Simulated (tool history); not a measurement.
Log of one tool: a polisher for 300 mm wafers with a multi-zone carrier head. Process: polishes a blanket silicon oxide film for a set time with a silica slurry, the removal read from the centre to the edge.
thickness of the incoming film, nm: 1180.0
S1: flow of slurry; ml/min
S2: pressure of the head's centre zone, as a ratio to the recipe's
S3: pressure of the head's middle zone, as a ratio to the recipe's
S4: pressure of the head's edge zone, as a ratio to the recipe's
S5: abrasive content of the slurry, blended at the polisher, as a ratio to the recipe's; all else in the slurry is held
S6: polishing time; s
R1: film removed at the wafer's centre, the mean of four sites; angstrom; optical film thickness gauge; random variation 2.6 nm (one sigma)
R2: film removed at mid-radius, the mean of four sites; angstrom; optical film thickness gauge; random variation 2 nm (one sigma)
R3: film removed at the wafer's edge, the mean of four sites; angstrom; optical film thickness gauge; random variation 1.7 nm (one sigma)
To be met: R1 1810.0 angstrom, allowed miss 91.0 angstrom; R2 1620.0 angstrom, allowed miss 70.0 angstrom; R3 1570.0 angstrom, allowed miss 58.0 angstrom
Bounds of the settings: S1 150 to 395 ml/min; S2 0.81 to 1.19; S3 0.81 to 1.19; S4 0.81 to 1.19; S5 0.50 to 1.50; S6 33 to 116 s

run    day   S1    S2    S3    S4    S5  S6      R1      R2      R3
  1  0.000  250  1.00  1.00  1.00  1.00  74  2967.5  2888.2  2911.9
  2  0.188  250  1.00  1.00  1.00  0.90  74  2753.9  2758.6  2728.0
  3  0.442  250  1.01  0.98  0.98  0.85  71  2578.2  2566.0  2569.6
  4  0.762  250  1.04  0.97  0.97  0.80  67  2484.5  2270.6  2250.7
  5  0.950  250  1.04  0.97  0.97  0.80  58  2104.1  1976.7  2025.8
  6  1.008  250  0.97  0.97  0.97  0.80  58  1985.5  1982.7  1999.0
  7  1.358  250  0.98  0.96  0.95  0.75  58  1935.7  1916.5  1897.2
  8  1.725  250  0.98  0.94  0.93  0.75  58  1916.5  1840.4  1865.1
  9  1.967  250  0.98  0.94  0.93  0.75  58  1938.5  1829.5  1862.1
 10  1.992  250  0.98  0.94  0.91  0.75  58  1918.5  1874.6  1859.1
 11  2.088  250  0.99  0.93  0.90  0.70  58  1818.7  1730.6  1783.7
 12  2.275  255  1.02  0.94  0.89  0.70  58  1921.6  1774.6  1792.2
 13  2.333  255  1.02  0.94  0.89  0.70  58  1910.3  1776.6  1767.2
 14  2.383  255  1.03  0.94  0.88  0.70  58  1936.1  1744.1  1758.0
 15  2.554  255  1.03  0.94  0.88  0.70  58  1950.7  1818.6  1748.1
 16  2.792  255  1.03  0.93  0.87  0.70  58  1957.3  1756.7  1751.4
 17  3.025  255  1.03  0.93  0.86  0.70  58  1950.5  1757.5  1747.1
 18  3.304  255  1.03  0.93  0.85  0.70  58  1942.7  1776.2  1750.7
 19  3.592  255  1.03  0.93  0.84  0.70  58  1976.6  1758.9  1725.4
 20  3.929  255  1.03  0.93  0.82  0.65  58  1839.2  1633.4  1610.4
 21  4.108  250  1.03  0.94  0.81  0.65  58  1875.8  1687.3  1646.8

5 next moves are on the table. One of them brings every result within its allowed miss. Which?
  A  4.288  305  1.04  1.00  0.86  0.55  66   ?   ?   ?
  B  4.288  260  0.99  0.95  0.81  0.75  56   ?   ?   ?
  C  4.288  285  1.02  1.05  0.91  0.90  47   ?   ?   ?
  D  4.288  175  1.08  0.96  0.84  0.75  52   ?   ?   ?
  E  4.288  240  0.97  0.91  0.83  0.80  55   ?   ?   ?

move      R1      R2      R3
   A  1894.9  1834.2  1711.4
   B  1856.3  1812.5  1726.2
   C  1801.1  1853.5  1703.9
   D  1790.5  1622.7  1574.9
   E  1839.0  1770.5  1771.0
A: further off than the last run
B: further off than the last run
C: further off than the last run
D: meets every target
E: further off than the last run
Move D is the one to make.

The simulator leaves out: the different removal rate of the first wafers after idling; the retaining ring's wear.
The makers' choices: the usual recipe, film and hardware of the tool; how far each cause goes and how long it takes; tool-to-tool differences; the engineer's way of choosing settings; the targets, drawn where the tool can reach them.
